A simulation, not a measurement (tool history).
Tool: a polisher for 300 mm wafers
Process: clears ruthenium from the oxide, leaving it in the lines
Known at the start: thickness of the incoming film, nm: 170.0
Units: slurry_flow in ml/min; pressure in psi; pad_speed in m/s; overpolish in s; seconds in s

| run | hour | slurry_flow | pressure | pad_speed | overpolish | seconds |
|---|---|---|---|---|---|---|
| 1 | 0.0 | 290 | 1.8 | 1.24 | 22 | 145.42 |
| 2 | 7.7 | 290 | 1.8 | 0.98 | 22 | 181.14 |
| 3 | 14.0 | 290 | 1.7 | 0.98 | 22 | 193.72 |
| 4 | 20.4 | 320 | 1.7 | 0.98 | 22 | 191.10 |
| 5 | 21.0 | 320 | 1.6 | 0.98 | 22 | 198.98 |
| 6 | 21.7 | 370 | 1.6 | 0.98 | 22 | 200.97 |

Forecast run 7:
| 7 | 27.2 | 370 | 1.5 | 0.98 | 22 | ? |

Run 7 gave seconds 214.57 s.
